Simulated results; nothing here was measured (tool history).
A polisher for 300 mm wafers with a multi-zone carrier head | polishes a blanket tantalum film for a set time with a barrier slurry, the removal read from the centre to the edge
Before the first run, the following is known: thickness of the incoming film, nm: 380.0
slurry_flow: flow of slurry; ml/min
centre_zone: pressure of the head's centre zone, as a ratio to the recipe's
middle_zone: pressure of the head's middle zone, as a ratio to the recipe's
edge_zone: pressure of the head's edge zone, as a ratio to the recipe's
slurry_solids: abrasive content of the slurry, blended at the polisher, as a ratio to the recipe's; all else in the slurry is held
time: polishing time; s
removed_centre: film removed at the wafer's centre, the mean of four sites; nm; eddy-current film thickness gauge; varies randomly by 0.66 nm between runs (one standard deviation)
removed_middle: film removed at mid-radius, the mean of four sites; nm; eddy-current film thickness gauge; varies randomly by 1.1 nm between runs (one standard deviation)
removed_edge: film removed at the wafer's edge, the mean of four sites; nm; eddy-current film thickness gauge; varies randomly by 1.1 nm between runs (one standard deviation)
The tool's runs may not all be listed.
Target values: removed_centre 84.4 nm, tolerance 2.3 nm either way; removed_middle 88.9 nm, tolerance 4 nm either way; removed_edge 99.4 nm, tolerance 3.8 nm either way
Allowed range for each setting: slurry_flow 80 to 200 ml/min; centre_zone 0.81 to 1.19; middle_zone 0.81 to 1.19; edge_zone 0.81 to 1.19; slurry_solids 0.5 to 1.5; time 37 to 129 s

Run 1, hour 0: slurry_flow 130 ml/min, centre_zone 1, middle_zone 1, edge_zone 1, slurry_solids 1, time 83 s. Result: removed_centre 152.03 nm, removed_middle 154.54 nm, removed_edge 150.77 nm.
Run 2, hour 6.4: slurry_flow 115 ml/min, centre_zone 1, middle_zone 1, edge_zone 1, slurry_solids 1, time 83 s. Result: removed_centre 146.68 nm, removed_middle 146.72 nm, removed_edge 150.4 nm.
Run 3, hour 8.3: slurry_flow 130 ml/min, centre_zone 1, middle_zone 1, edge_zone 1, slurry_solids 1, time 83 s. Result: removed_centre 150.74 nm, removed_middle 152.62 nm, removed_edge 149.97 nm.
Run 4, hour 11: slurry_flow 125 ml/min, centre_zone 0.98, middle_zone 0.98, edge_zone 0.99, slurry_solids 0.9, time 80 s. Result: removed_centre 136.86 nm, removed_middle 138.78 nm, removed_edge 138.17 nm.
Run 5, hour 11.7: slurry_flow 125 ml/min, centre_zone 0.98, middle_zone 0.98, edge_zone 0.99, slurry_solids 0.9, time 101 s. Result: removed_centre 169.87 nm, removed_middle 176.43 nm, removed_edge 175.66 nm.
Run 6, hour 15.3: slurry_flow 150 ml/min, centre_zone 0.98, middle_zone 0.98, edge_zone 0.99, slurry_solids 0.9, time 101 s. Result: removed_centre 181.29 nm, removed_middle 183.29 nm, removed_edge 184.42 nm.
Run 7, hour 20.5: slurry_flow 140 ml/min, centre_zone 0.96, middle_zone 0.96, edge_zone 0.99, slurry_solids 0.85, time 96 s. Result: removed_centre 161.85 nm, removed_middle 165.65 nm, removed_edge 165.75 nm.
Run 8, hour 24.4: slurry_flow 105 ml/min, centre_zone 0.86, middle_zone 0.86, edge_zone 1.09, slurry_solids 0.6, time 73 s. Result: removed_centre 90.919 nm, removed_middle 93.931 nm, removed_edge 112.7 nm.
Run 9, hour 28.7: slurry_flow 105 ml/min, centre_zone 0.86, middle_zone 0.86, edge_zone 1.07, slurry_solids 0.6, time 73 s. Result: removed_centre 90.605 nm, removed_middle 94.423 nm, removed_edge 111.13 nm.
Run 10, hour 29.7: slurry_flow 105 ml/min, centre_zone 0.86, middle_zone 0.86, edge_zone 1.05, slurry_solids 0.6, time 73 s. Result: removed_centre 90.067 nm, removed_middle 93.002 nm, removed_edge 111.74 nm.
Run 11, hour 31.3: slurry_flow 105 ml/min, centre_zone 0.87, middle_zone 0.87, edge_zone 1.04, slurry_solids 0.6, time 72 s. Result: removed_centre 90.178 nm, removed_middle 94.293 nm, removed_edge 108.08 nm.
Run 12, hour 35.5: slurry_flow 85 ml/min, centre_zone 0.86, middle_zone 0.86, edge_zone 0.97, slurry_solids 0.5, time 72 s. Result: removed_centre 76.419 nm, removed_middle 81.544 nm, removed_edge 94.474 nm.
Run 13, hour 40.1: slurry_flow 90 ml/min, centre_zone 0.86, middle_zone 0.86, edge_zone 0.97, slurry_solids 0.5, time 72 s. Result: removed_centre 77.636 nm, removed_middle 82.214 nm, removed_edge 94.868 nm.
Run 14, hour 44.8: slurry_flow 125 ml/min, centre_zone 0.87, middle_zone 0.89, edge_zone 0.99, slurry_solids 0.5, time 72 s. Result: removed_centre 88.016 nm, removed_middle 92.867 nm, removed_edge 103.19 nm.

Exactly one of the 5 candidate moves below puts every result within its allowed miss. Which one?
Run A, hour 49.5: slurry_flow 125 ml/min, centre_zone 0.89, middle_zone 1.12, edge_zone 1.03, slurry_solids 0.6, time 60 s. Result: removed_centre ?, removed_middle ?, removed_edge ?.
Run B, hour 49.5: slurry_flow 125 ml/min, centre_zone 0.87, middle_zone 0.87, edge_zone 0.99, slurry_solids 0.5, time 73 s. Result: removed_centre ?, removed_middle ?, removed_edge ?.
Run C, hour 49.5: slurry_flow 130 ml/min, centre_zone 0.86, middle_zone 0.87, edge_zone 1, slurry_solids 0.6, time 65 s. Result: removed_centre ?, removed_middle ?, removed_edge ?.
Run D, hour 49.5: slurry_flow 135 ml/min, centre_zone 0.81, middle_zone 0.91, edge_zone 1.03, slurry_solids 0.6, time 70 s. Result: removed_centre ?, removed_middle ?, removed_edge ?.
Run E, hour 49.5: slurry_flow 135 ml/min, centre_zone 0.83, middle_zone 1.05, edge_zone 0.91, slurry_solids 0.55, time 63 s. Result: removed_centre ?, removed_middle ?, removed_edge ?.

move  removed_centre  removed_middle  removed_edge
   A          80.147          99.767        92.434
   B          88.054          90.833        102.45
   C           84.55          88.138        99.638
   D          86.518          99.327        109.41
   E          77.069          97.282          89.4
A: the result that was furthest off in the last run now lies on the other side of its target
B: no better and no worse than the last run
C: all results in spec
D: the furthest-off result lands on target, but another misses its tolerance
E: the result that was furthest off in the last run now lies on the other side of its target
C is the move that brings every result within its allowed miss.
